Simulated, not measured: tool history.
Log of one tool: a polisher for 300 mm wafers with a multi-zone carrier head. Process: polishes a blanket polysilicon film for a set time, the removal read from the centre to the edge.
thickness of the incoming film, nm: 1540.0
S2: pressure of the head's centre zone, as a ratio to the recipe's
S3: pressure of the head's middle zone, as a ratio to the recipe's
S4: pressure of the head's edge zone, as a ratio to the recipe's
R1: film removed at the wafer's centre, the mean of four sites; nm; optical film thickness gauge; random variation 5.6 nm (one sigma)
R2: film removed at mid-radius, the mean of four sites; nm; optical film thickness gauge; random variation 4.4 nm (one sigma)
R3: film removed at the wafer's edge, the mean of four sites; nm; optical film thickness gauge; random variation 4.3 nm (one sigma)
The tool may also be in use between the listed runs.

run 1 day=0.000 | flow_of_slurry_(ml/min)=140 S2=1.00 S3=1.00 S4=1.00 polishing_time_(s)=61 | R1=367.33 R2=368.24 R3=363.41
run 2 day=0.221 | flow_of_slurry_(ml/min)=140 S2=1.00 S3=1.00 S4=1.06 polishing_time_(s)=61 | R1=365.10 R2=364.26 R3=367.04
run 3 day=0.258 | flow_of_slurry_(ml/min)=140 S2=1.00 S3=1.00 S4=1.01 polishing_time_(s)=61 | R1=358.28 R2=368.46 R3=365.64
run 4 day=0.304 | flow_of_slurry_(ml/min)=150 S2=1.00 S3=0.97 S4=1.04 polishing_time_(s)=64 | R1=384.23 R2=380.91 R3=389.23
run 5 day=0.458 | flow_of_slurry_(ml/min)=160 S2=1.01 S3=0.95 S4=1.07 polishing_time_(s)=66 | R1=410.32 R2=389.42 R3=408.27
run 6 day=0.725 | flow_of_slurry_(ml/min)=160 S2=1.01 S3=0.95 S4=0.99 polishing_time_(s)=66 | R1=403.55 R2=394.28 R3=397.34

The next listed run, before its measurement:
run 7 day=0.912 | flow_of_slurry_(ml/min)=165 S2=1.01 S3=0.94 S4=1.03 polishing_time_(s)=68 | R1=? R2=? R3=?

Run 7 gave R1 419.94 nm, R2 403.67 nm, R3 419.94 nm.
